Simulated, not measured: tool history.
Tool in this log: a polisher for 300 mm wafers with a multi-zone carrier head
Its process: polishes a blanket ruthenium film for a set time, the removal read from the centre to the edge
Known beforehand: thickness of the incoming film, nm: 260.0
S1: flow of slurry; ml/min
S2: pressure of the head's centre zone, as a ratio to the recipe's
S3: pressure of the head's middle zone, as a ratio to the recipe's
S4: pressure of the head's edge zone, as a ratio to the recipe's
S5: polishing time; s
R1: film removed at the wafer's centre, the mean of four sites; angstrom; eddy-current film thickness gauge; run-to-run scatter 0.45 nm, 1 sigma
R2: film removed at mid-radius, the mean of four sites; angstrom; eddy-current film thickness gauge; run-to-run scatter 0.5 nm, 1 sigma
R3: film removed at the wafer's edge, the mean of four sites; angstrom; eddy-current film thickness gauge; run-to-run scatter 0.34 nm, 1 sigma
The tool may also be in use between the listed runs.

Run 1, day 0.000: S1 320 ml/min, S2 1.00, S3 1.00, S4 1.00, S5 64 s. Result: R1 543.88 angstrom, R2 509.17 angstrom, R3 511.72 angstrom.
Run 2, day 0.171: S1 315 ml/min, S2 0.96, S3 0.99, S4 1.00, S5 60 s. Result: R1 470.51 angstrom, R2 468.14 angstrom, R3 477.51 angstrom.
Run 3, day 0.254: S1 315 ml/min, S2 0.96, S3 0.99, S4 0.92, S5 60 s. Result: R1 481.54 angstrom, R2 474.90 angstrom, R3 463.97 angstrom.
Run 4, day 0.279: S1 315 ml/min, S2 0.96, S3 0.99, S4 0.85, S5 60 s. Result: R1 475.14 angstrom, R2 474.77 angstrom, R3 450.14 angstrom.
Run 5, day 0.517: S1 310 ml/min, S2 0.92, S3 0.97, S4 0.85, S5 58 s. Result: R1 435.10 angstrom, R2 453.85 angstrom, R3 437.01 angstrom.
Run 6, day 0.721: S1 305 ml/min, S2 0.90, S3 0.95, S4 0.85, S5 56 s. Result: R1 414.21 angstrom, R2 427.50 angstrom, R3 418.09 angstrom.
Run 7, day 1.033: S1 300 ml/min, S2 0.88, S3 0.94, S4 0.87, S5 55 s. Result: R1 398.91 angstrom, R2 408.64 angstrom, R3 417.48 angstrom.
Run 8, day 1.250: S1 295 ml/min, S2 0.86, S3 0.95, S4 0.88, S5 54 s. Result: R1 383.94 angstrom, R2 407.86 angstrom, R3 412.64 angstrom.

The next listed run, before its measurement:
Run 9, day 1.379: S1 290 ml/min, S2 0.85, S3 0.95, S4 0.89, S5 53 s. Result: R1 ?, R2 ?, R3 ?.

{"run 9": {"R1": 362.85, "R2": 397.22, "R3": 397.53}}
